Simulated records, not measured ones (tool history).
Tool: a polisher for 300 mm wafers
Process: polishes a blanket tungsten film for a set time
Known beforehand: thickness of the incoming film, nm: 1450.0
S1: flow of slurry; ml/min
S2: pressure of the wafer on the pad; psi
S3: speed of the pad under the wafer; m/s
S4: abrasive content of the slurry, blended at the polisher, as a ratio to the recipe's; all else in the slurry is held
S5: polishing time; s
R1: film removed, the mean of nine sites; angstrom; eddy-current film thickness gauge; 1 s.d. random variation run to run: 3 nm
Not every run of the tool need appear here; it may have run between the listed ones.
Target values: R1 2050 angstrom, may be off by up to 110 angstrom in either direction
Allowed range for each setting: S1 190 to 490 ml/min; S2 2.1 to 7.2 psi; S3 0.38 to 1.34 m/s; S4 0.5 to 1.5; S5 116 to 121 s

run	hour	S1	S2	S3	S4	S5	R1
1	0	315	4.6	0.86	1	116	5581.6
2	3.4	315	4.1	0.78	1	116	4488.5
3	12.1	315	3.7	0.72	1	116	3743.1
4	19.1	315	3.4	0.68	1	116	3233.7
# hour 22.2: head pressure recalibrated
5	22.2	315	3.1	0.66	1	116	2603.2
6	26.9	315	3	0.66	1	116	2610.9
7	29.1	315	2.9	0.66	1	116	2457.8
8	35.9	315	2.8	0.66	1	116	2432.9
9	44.2	315	2.7	0.66	1	116	2356.7
10	45.8	315	2.7	0.66	1	116	2349.8
11	53.1	315	2.6	0.66	1	116	2236.9
12	56.1	315	2.2	0.66	1	116	1893

Consider the 5 candidate settings below. Which is the only one whose results all fall within their allowed miss of target?
A	59.1	355	2.9	0.62	0.85	121	?
B	59.1	250	2.6	0.52	0.95	116	?
C	59.1	280	2.6	0.68	1.05	121	?
D	59.1	260	2.3	0.74	1	121	?
E	59.1	295	2.8	0.54	1	119	?

move	R1
A	2346.8
B	1715.2
C	2379.4
D	2264.6
E	1999.5
A: moves the result that the last run missed by most past its target, out the other side
B: misses by more than the last run did
C: moves the result that the last run missed by most past its target, out the other side
D: moves the result that the last run missed by most past its target, out the other side
E: every result within its allowed miss
Correct choice: E, which meets every target

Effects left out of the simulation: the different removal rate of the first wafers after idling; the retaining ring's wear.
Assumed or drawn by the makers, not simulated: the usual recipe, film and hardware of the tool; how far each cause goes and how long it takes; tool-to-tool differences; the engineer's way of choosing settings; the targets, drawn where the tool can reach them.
